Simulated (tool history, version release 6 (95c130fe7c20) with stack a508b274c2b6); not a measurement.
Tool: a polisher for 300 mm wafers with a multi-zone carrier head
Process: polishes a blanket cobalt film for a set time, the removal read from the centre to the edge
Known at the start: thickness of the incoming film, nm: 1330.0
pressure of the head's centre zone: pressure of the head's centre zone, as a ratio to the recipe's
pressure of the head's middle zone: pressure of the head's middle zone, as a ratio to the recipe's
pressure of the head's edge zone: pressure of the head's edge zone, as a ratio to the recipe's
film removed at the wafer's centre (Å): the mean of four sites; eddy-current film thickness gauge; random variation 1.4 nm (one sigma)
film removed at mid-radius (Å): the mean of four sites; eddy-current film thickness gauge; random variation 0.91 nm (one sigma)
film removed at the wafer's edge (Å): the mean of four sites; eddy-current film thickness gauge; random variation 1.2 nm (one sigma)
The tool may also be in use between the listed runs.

run	hour	flow of slurry (ml/min)	pressure of the head's centre zone	pressure of the head's middle zone	pressure of the head's edge zone	polishing time (s)	film removed at the wafer's centre (Å)	film removed at mid-radius (Å)	film removed at the wafer's edge (Å)
1	0	300	1	1	1	70	2622.7	2672	2576.3
2	6.2	300	1.06	1	1	70	2804.1	2726.3	2523
3	11.6	295	1.04	0.96	0.96	58	2294.3	2180.6	2090
4	19.6	295	1.04	0.96	0.91	58	2217.2	2164.4	2063.8
5	27.8	290	1.04	0.94	0.89	50	1955	1850.3	1789.6
6	35.8	290	1.04	0.87	0.89	50	1962.2	1754.5	1763.3
7	42.2	285	1.03	0.87	0.87	46	1781.1	1605.4	1580.7
8	43.6	265	1	0.85	0.86	46	1728.6	1572	1589.4
9	49.9	270	0.97	0.85	0.83	38	1386.7	1281.9	1303.4

Run 10 comes next. What will it give?
10	57	275	1.03	0.91	0.93	37	?	?	?

{"run 10": {"film removed at the wafer's centre (Å)": 1437.6, "film removed at mid-radius (Å)": 1314.7, "film removed at the wafer's edge (Å)": 1330.9}}
